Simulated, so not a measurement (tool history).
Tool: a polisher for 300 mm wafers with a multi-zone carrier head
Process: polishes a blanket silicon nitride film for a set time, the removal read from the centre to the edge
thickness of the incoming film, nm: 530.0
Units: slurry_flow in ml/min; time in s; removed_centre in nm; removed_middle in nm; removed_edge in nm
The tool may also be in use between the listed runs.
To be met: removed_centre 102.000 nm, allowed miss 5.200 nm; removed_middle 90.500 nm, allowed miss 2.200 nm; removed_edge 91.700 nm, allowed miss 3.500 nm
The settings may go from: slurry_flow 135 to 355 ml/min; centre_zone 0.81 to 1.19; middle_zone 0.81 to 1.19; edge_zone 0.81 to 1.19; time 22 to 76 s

run  hour  slurry_flow  centre_zone  middle_zone  edge_zone  time  removed_centre  removed_middle  removed_edge
  1   0.0          225         1.00         1.00       1.00    49          84.757          71.670        72.408
  2   1.4          225         1.00         1.00       1.07    49          84.507          72.496        77.552
  3   5.5          235         1.01         1.02       1.09    49          85.091          73.671        77.060
  4   9.1          235         1.02         1.03       1.10    50          87.472          76.709        79.509
  5  17.1          275         1.02         1.03       1.10    50          88.362          77.512        80.568
     19.0  -- centre zone pressure recalibrated
  6  19.0          275         1.02         0.95       1.10    50          82.038          72.606        79.988
  7  24.7          275         1.02         0.97       1.11    51          84.216          75.873        81.821
  8  26.2          275         1.03         0.99       1.12    52          87.189          77.379        85.599
  9  34.1          275         1.03         1.01       1.12    52          84.689          79.263        81.850
 10  37.9          260         1.04         1.01       1.11    53          85.620          79.515        85.481
 11  39.0          260         1.04         1.01       1.11    53          86.548          81.142        86.105
 12  47.3          255         1.01         1.02       1.11    54          84.848          82.845        87.268
 13  48.6          255         1.03         1.03       1.12    54          87.073          82.859        87.292
 14  49.5          250         1.05         1.03       1.11    55          92.324          84.246        86.519
 15  53.8          250         1.06         1.03       1.12    55          90.667          85.170        87.478
 16  59.5          245         1.08         1.02       1.12    56          95.105          84.545        90.653
 17  65.2          245         1.09         1.03       1.12    56          94.215          86.686        89.716
 18  71.6          245         1.10         1.03       1.12    56          96.772          86.262        88.919
 19  78.6          245         1.11         1.03       1.12    56          96.870          86.046        89.424
 20  86.9          245         1.12         1.03       1.12    56          99.515          86.701        89.595
 21  89.8          255         1.13         1.05       1.13    56          98.873          87.965        90.169

5 next moves are on the table. One of them brings every result within its allowed miss. Which?
  A  92.7          240         1.12         1.06       1.10    58               ?               ?             ?
  B  92.7          300         1.03         1.05       1.11    55               ?               ?             ?
  C  92.7          245         1.12         1.02       1.06    56               ?               ?             ?
  D  92.7          235         1.07         1.11       1.17    54               ?               ?             ?
  E  92.7          320         1.02         1.05       1.01    56               ?               ?             ?

move  removed_centre  removed_middle  removed_edge
   A         101.280          90.463        93.005
   B          90.672          87.217        90.246
   C          98.029          84.749        88.356
   D          89.830          87.397        89.146
   E          92.034          89.360        88.084
A: meets every target
B: further off than the last run
C: further off than the last run
D: further off than the last run
E: brings the result that was furthest off to its target, and leaves another outside
Move A is the one to make.
